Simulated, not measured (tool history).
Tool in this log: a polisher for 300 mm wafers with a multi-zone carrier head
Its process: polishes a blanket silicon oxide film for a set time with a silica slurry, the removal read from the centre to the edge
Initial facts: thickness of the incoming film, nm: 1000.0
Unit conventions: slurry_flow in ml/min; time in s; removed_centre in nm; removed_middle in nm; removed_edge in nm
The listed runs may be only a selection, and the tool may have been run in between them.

{"run": 1, "hour": 0.0, "slurry_flow": 140, "centre_zone": 1, "middle_zone": 1, "edge_zone": 1, "slurry_solids": 1, "time": 39, "removed_centre": 127.44, "removed_middle": 131.07, "removed_edge": 136.33}
{"run": 2, "hour": 6.1, "slurry_flow": 140, "centre_zone": 1, "middle_zone": 1, "edge_zone": 1.06, "slurry_solids": 1, "time": 39, "removed_centre": 123.54, "removed_middle": 130.79, "removed_edge": 138.18}
{"run": 3, "hour": 14.1, "slurry_flow": 135, "centre_zone": 0.99, "middle_zone": 0.99, "edge_zone": 1.04, "slurry_solids": 0.9, "time": 39, "removed_centre": 115.19, "removed_middle": 125.43, "removed_edge": 128.83}
{"run": 4, "hour": 19.3, "slurry_flow": 130, "centre_zone": 0.99, "middle_zone": 0.95, "edge_zone": 1.03, "slurry_solids": 0.85, "time": 39, "removed_centre": 112.83, "removed_middle": 115.38, "removed_edge": 126.03}
{"run": 5, "hour": 27.6, "slurry_flow": 125, "centre_zone": 0.98, "middle_zone": 0.95, "edge_zone": 1.01, "slurry_solids": 0.8, "time": 39, "removed_centre": 110.56, "removed_middle": 114.93, "removed_edge": 121.21}
{"run": 6, "hour": 32.0, "slurry_flow": 120, "centre_zone": 0.97, "middle_zone": 0.94, "edge_zone": 1.01, "slurry_solids": 0.75, "time": 39, "removed_centre": 102.94, "removed_middle": 108.44, "removed_edge": 117.62}
{"run": 7, "hour": 36.5, "slurry_flow": 115, "centre_zone": 0.97, "middle_zone": 0.94, "edge_zone": 1, "slurry_solids": 0.7, "time": 39, "removed_centre": 100.13, "removed_middle": 106.12, "removed_edge": 112.55}
{"run": 8, "hour": 44.8, "slurry_flow": 95, "centre_zone": 0.97, "middle_zone": 0.9, "edge_zone": 0.97, "slurry_solids": 0.65, "time": 39, "removed_centre": 92.612, "removed_middle": 89.468, "removed_edge": 102.8}

What will run 9 give?
{"run": 9, "hour": 45.8, "slurry_flow": 100, "centre_zone": 0.97, "middle_zone": 0.91, "edge_zone": 0.97, "slurry_solids": 0.65, "time": 39, "removed_centre": "?", "removed_middle": "?", "removed_edge": "?"}

{"run 9": {"removed_centre": 92.016, "removed_middle": 93.466, "removed_edge": 104.87}}
